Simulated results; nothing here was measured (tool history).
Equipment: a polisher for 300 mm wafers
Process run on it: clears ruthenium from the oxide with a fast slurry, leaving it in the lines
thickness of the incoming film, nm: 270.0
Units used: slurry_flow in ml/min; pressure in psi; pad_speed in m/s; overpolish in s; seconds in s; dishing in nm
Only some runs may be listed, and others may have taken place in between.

run,hour,slurry_flow,pressure,pad_speed,slurry_solids,overpolish,seconds,dishing
1,0,140,2.6,0.94,1,16,84.805,41.425
2,3.6,140,2.6,0.82,1,16,100.78,37.171
3,11.3,160,2.6,0.82,1,16,98.875,36.955
4,17,160,2.2,0.82,1,16,109.82,32.053
5,21.1,175,2,0.92,0.9,14,120.58,27.048
# hour 22.2: slurry blender recalibrated
6,22.2,190,2,0.92,0.9,14,89.42,33.934

What does the tool deliver on the next run?
7,26.6,185,1.8,0.92,1.05,12,?,?

Run 7 measured seconds 94.437 s, dishing 30.032 nm.
